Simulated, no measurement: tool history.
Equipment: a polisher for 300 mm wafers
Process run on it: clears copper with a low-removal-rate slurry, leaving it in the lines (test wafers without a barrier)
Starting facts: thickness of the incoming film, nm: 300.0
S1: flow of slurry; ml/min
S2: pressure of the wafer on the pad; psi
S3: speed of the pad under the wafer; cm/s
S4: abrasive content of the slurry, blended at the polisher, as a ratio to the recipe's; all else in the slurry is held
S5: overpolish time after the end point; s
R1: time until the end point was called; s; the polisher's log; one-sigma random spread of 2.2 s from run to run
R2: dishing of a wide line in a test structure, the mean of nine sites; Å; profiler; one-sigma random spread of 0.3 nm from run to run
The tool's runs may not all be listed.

Run 1, hour 0.0: S1 205 ml/min, S2 2.5 psi, S3 100 cm/s, S4 1.0, S5 11 s. Result: R1 116.01 s, R2 208.83 Å.
Run 2, hour 4.6: S1 200 ml/min, S2 2.3 psi, S3 100 cm/s, S4 1.0, S5 13 s. Result: R1 127.57 s, R2 226.56 Å.
Run 3, hour 7.9: S1 170 ml/min, S2 2.3 psi, S3 100 cm/s, S4 1.0, S5 13 s. Result: R1 129.02 s, R2 219.57 Å.
Run 4, hour 13.3: S1 170 ml/min, S2 2.3 psi, S3 120 cm/s, S4 1.0, S5 13 s. Result: R1 108.47 s, R2 258.23 Å.
Run 5, hour 21.5: S1 165 ml/min, S2 2.1 psi, S3 120 cm/s, S4 1.0, S5 14 s. Result: R1 120.12 s, R2 260.67 Å.
Run 6, hour 22.9: S1 160 ml/min, S2 1.9 psi, S3 120 cm/s, S4 1.0, S5 15 s. Result: R1 135.48 s, R2 254.14 Å.
Run 7, hour 24.4: S1 155 ml/min, S2 1.8 psi, S3 120 cm/s, S4 1.0, S5 16 s. Result: R1 138.05 s, R2 250.91 Å.

Run 8 has not been measured yet. What should we expect?
Run 8, hour 25.8: S1 165 ml/min, S2 1.5 psi, S3 112 cm/s, S4 1.0, S5 21 s. Result: R1 ?, R2 ?.

R1: 173.44 s
R2: 261.10 Å
